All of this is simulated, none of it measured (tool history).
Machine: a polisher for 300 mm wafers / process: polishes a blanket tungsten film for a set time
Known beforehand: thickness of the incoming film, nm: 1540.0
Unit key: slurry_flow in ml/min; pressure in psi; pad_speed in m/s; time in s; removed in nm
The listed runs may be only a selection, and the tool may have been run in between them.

run	hour	slurry_flow	pressure	pad_speed	slurry_solids	time	removed
1	0.0	310	3.0	1.10	1.0	82	270.99
2	3.2	310	3.6	1.10	1.0	82	328.97
3	6.3	310	2.9	1.10	1.0	82	266.72
4	8.9	310	3.2	1.10	1.0	82	295.72
5	11.0	345	3.2	1.10	1.0	82	294.98
6	16.4	345	3.2	0.92	1.0	82	255.94
7	25.3	340	3.1	0.92	1.0	82	246.04

For run 8, what comes out?
8	27.6	335	3.0	0.92	1.0	82	?

removed: 234.77 nm

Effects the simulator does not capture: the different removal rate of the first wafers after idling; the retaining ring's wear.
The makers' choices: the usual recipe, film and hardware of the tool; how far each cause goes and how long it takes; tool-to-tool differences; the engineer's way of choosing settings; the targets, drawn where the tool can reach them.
